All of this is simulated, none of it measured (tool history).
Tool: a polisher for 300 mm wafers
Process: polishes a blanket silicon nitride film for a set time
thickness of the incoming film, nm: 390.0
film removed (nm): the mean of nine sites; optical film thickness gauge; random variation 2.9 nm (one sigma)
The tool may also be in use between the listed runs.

| run | day | flow of slurry (ml/min) | pressure of the wafer on the pad (psi) | speed of the pad under the wafer (cm/s) | polishing time (s) | film removed (nm) |
|---|---|---|---|---|---|---|
| 1 | 0.000 | 235 | 2.9 | 102 | 113 | 133.30 |
| 2 | 0.054 | 235 | 2.9 | 102 | 113 | 127.18 |
| 3 | 0.117 | 235 | 3.1 | 102 | 113 | 136.92 |
| 4 | 0.488 | 235 | 3.1 | 112 | 113 | 150.18 |
| 5 | 0.850 | 235 | 3.2 | 112 | 113 | 154.20 |
| 6 | 1.088 | 235 | 3.2 | 112 | 113 | 154.63 |
| 7 | 1.346 | 235 | 3.3 | 112 | 113 | 161.16 |
|  | 1.558 | head pressure recalibrated |
| 8 | 1.558 | 235 | 3.4 | 112 | 113 | 178.64 |

For run 9, what comes out?
| 9 | 1.808 | 235 | 3.5 | 112 | 113 | ? |

{"run 9": {"film removed (nm)": 189.8}}

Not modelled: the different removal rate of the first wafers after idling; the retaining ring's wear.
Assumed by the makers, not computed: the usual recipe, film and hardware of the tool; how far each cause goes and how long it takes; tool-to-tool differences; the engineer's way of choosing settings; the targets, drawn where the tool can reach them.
